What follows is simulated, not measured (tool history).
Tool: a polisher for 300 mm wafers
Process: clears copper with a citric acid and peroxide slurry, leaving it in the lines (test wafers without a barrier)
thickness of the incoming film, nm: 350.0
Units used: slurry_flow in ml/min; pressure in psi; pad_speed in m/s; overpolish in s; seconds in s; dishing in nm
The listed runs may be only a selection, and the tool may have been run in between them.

{"run": 1, "hour": 0.0, "slurry_flow": 275, "pressure": 4.2, "pad_speed": 1.02, "slurry_solids": 1, "overpolish": 11, "seconds": 94.914, "dishing": 28.574}
{"run": 2, "hour": 2.9, "slurry_flow": 275, "pressure": 5.1, "pad_speed": 1.02, "slurry_solids": 1, "overpolish": 11, "seconds": 84.785, "dishing": 32.576}
{"run": 3, "hour": 8.9, "slurry_flow": 275, "pressure": 4.8, "pad_speed": 1, "slurry_solids": 1, "overpolish": 11, "seconds": 86.572, "dishing": 31.913}
{"run": 4, "hour": 17.4, "slurry_flow": 275, "pressure": 4.8, "pad_speed": 1, "slurry_solids": 1, "overpolish": 14, "seconds": 90.129, "dishing": 38.713}
{"run": 5, "hour": 23.3, "slurry_flow": 275, "pressure": 4.8, "pad_speed": 1.24, "slurry_solids": 1, "overpolish": 14, "seconds": 74.547, "dishing": 47.192}
{"run": 6, "hour": 28.2, "slurry_flow": 275, "pressure": 4.8, "pad_speed": 1.24, "slurry_solids": 1.15, "overpolish": 14, "seconds": 71.965, "dishing": 45.704}
{"run": 7, "hour": 31.6, "slurry_flow": 270, "pressure": 4.5, "pad_speed": 1.2, "slurry_solids": 1.15, "overpolish": 14, "seconds": 79.591, "dishing": 44.169}
{"run": 8, "hour": 35.5, "slurry_flow": 270, "pressure": 4.2, "pad_speed": 1.16, "slurry_solids": 1.15, "overpolish": 14, "seconds": 83.843, "dishing": 40.458}
{"run": 9, "hour": 39.4, "slurry_flow": 270, "pressure": 4, "pad_speed": 1.12, "slurry_solids": 1.15, "overpolish": 14, "seconds": 89.703, "dishing": 38.111}

The next listed run, before its measurement:
{"run": 10, "hour": 40.8, "slurry_flow": 270, "pressure": 3.8, "pad_speed": 1.08, "slurry_solids": 1.15, "overpolish": 14, "seconds": "?", "dishing": "?"}

Run 10 gave seconds 96.23 s, dishing 36.183 nm.
